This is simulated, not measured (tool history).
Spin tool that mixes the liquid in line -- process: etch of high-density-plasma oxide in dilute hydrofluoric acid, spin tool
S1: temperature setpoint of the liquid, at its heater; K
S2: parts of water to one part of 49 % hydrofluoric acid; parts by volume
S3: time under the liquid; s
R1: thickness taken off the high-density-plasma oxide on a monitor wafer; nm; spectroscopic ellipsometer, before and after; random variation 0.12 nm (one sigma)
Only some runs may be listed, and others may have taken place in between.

run 1 hour=0 | S1=296.15 S2=70 S3=180 | R1=15.94
run 2 hour=1.9 | S1=297.65 S2=70 S3=180 | R1=17.003
run 3 hour=7.8 | S1=295.65 S2=70 S3=180 | R1=15.61
run 4 hour=13.7 | S1=297.15 S2=70 S3=180 | R1=16.586
run 5 hour=21.3 | S1=294.15 S2=70 S3=180 | R1=14.663
run 6 hour=27.6 | S1=294.15 S2=70 S3=180 | R1=14.803
run 7 hour=33.2 | S1=298.15 S2=65 S3=180 | R1=18.586
run 8 hour=38 | S1=299.15 S2=65 S3=180 | R1=19.625

Forecast run 9:
run 9 hour=38.9 | S1=299.65 S2=65 S3=180 | R1=?

{"run 9": {"R1": 20.151}}

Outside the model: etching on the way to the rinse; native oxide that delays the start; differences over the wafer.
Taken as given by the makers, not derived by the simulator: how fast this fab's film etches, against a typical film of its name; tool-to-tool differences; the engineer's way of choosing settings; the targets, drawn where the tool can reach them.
